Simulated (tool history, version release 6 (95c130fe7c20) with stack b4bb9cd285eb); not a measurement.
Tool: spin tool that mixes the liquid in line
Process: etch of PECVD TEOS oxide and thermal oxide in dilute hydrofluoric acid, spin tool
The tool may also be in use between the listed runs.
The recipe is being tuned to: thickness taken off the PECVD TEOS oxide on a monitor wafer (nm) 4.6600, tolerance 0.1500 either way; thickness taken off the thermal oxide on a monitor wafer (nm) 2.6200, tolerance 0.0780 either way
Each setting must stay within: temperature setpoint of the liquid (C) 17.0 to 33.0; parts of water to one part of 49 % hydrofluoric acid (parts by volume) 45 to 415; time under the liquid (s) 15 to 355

run	hour	temperature setpoint of the liquid (C)	parts of water to one part of 49 % hydrofluoric acid (parts by volume)	time under the liquid (s)	thickness taken off the PECVD TEOS oxide on a monitor wafer (nm)	thickness taken off the thermal oxide on a monitor wafer (nm)
1	0.0	25.0	230	180	5.6897	3.1441
2	8.8	26.5	230	180	5.9902	3.3634
3	14.9	25.5	235	180	5.6223	3.1846
4	19.5	29.0	235	180	6.2934	3.5850
5	24.2	29.0	235	220	7.8197	4.4368
6	32.1	29.0	235	155	5.4898	3.0477
7	33.7	28.0	235	155	5.2513	2.9590
8	42.4	27.0	235	155	5.0752	2.8558
9	43.4	27.0	235	155	5.2056	2.8772
10	52.2	26.5	235	155	5.0770	2.8177
11	59.4	26.0	235	155	4.9347	2.7510
12	65.1	25.5	235	155	4.8116	2.7202

Consider the 4 candidate settings below. Which is the only one whose results all fall within their allowed miss of target?
A	70.8	19.5	320	290	?	?
B	70.8	22.0	235	170	?	?
C	70.8	17.0	350	320	?	?
D	70.8	23.5	290	225	?	?

move	thickness taken off the PECVD TEOS oxide on a monitor wafer (nm)	thickness taken off the thermal oxide on a monitor wafer (nm)
A	4.9351	2.7669
B	4.6670	2.6166
C	4.4263	2.4817
D	5.0196	2.8143
A: moves away from the targets compared with the last run
B: meets every target
C: takes the result that was furthest off past its target
D: moves away from the targets compared with the last run
The move that meets every target is B.
